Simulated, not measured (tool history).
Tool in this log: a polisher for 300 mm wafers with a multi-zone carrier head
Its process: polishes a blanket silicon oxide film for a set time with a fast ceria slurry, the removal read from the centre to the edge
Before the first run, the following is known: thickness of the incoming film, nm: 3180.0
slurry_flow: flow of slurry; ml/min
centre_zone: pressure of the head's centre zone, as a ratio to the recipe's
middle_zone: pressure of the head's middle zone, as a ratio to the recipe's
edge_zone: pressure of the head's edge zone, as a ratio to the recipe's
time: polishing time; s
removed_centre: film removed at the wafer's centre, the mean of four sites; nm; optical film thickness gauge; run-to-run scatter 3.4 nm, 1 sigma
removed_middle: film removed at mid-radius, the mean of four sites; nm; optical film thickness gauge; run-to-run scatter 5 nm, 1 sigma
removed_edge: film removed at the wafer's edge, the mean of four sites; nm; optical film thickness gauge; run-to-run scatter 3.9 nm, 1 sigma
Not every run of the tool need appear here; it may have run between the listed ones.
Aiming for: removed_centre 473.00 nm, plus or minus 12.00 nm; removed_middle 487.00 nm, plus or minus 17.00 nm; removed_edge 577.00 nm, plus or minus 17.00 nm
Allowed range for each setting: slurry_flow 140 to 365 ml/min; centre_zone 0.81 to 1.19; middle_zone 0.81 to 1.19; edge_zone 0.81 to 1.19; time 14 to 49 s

| run | hour | slurry_flow | centre_zone | middle_zone | edge_zone | time | removed_centre | removed_middle | removed_edge |
|---|---|---|---|---|---|---|---|---|---|
| 1 | 0.0 | 235 | 1.00 | 1.00 | 1.00 | 31 | 687.96 | 689.79 | 724.99 |
| 2 | 5.4 | 265 | 1.00 | 1.00 | 1.00 | 31 | 696.20 | 697.94 | 728.73 |
| 3 | 6.3 | 265 | 1.00 | 1.00 | 1.00 | 34 | 753.96 | 784.84 | 805.68 |
| 4 | 8.7 | 265 | 0.95 | 1.00 | 1.00 | 34 | 714.73 | 762.18 | 797.75 |
| 5 | 9.9 | 260 | 0.93 | 0.98 | 0.99 | 33 | 683.37 | 741.72 | 782.74 |
| 6 | 13.0 | 215 | 0.93 | 0.98 | 0.99 | 33 | 670.05 | 731.44 | 768.47 |
| 7 | 20.6 | 215 | 0.92 | 0.96 | 0.99 | 32 | 646.10 | 681.97 | 748.57 |
| 8 | 21.4 | 215 | 0.91 | 0.95 | 0.98 | 31 | 626.63 | 654.56 | 717.55 |
| 9 | 30.1 | 210 | 0.90 | 0.94 | 0.98 | 30 | 587.13 | 632.83 | 701.66 |
| 10 | 34.9 | 210 | 0.89 | 0.92 | 0.97 | 29 | 560.91 | 607.61 | 665.46 |
| 11 | 35.7 | 205 | 0.89 | 0.90 | 0.97 | 28 | 546.52 | 572.08 | 648.43 |
| 12 | 40.3 | 205 | 0.88 | 0.89 | 0.96 | 28 | 539.15 | 566.99 | 646.21 |
| 13 | 48.3 | 205 | 0.87 | 0.88 | 0.95 | 28 | 532.24 | 560.68 | 634.63 |
|  | 54.4 | edge zone pressure recalibrated |
| 14 | 54.4 | 200 | 0.86 | 0.87 | 0.95 | 28 | 522.34 | 556.10 | 614.96 |
| 15 | 57.4 | 195 | 0.86 | 0.86 | 0.95 | 28 | 525.23 | 558.56 | 599.16 |

Exactly one of the 4 candidate moves below puts every result within its allowed miss. Which one?
| A | 60.4 | 230 | 1.06 | 0.87 | 1.04 | 26 | ? | ? | ? |
| B | 60.4 | 240 | 1.17 | 0.89 | 1.16 | 25 | ? | ? | ? |
| C | 60.4 | 225 | 0.83 | 0.81 | 0.97 | 26 | ? | ? | ? |
| D | 60.4 | 200 | 0.97 | 0.81 | 1.03 | 26 | ? | ? | ? |

| move | removed_centre | removed_middle | removed_edge |
|---|---|---|---|
| A | 606.06 | 522.89 | 594.35 |
| B | 646.16 | 513.64 | 605.30 |
| C | 472.49 | 492.93 | 574.35 |
| D | 547.10 | 487.88 | 587.05 |
A: misses by more than the last run did
B: misses by more than the last run did
C: every result within its allowed miss
D: misses by more than the last run did
The move that meets every target is C.
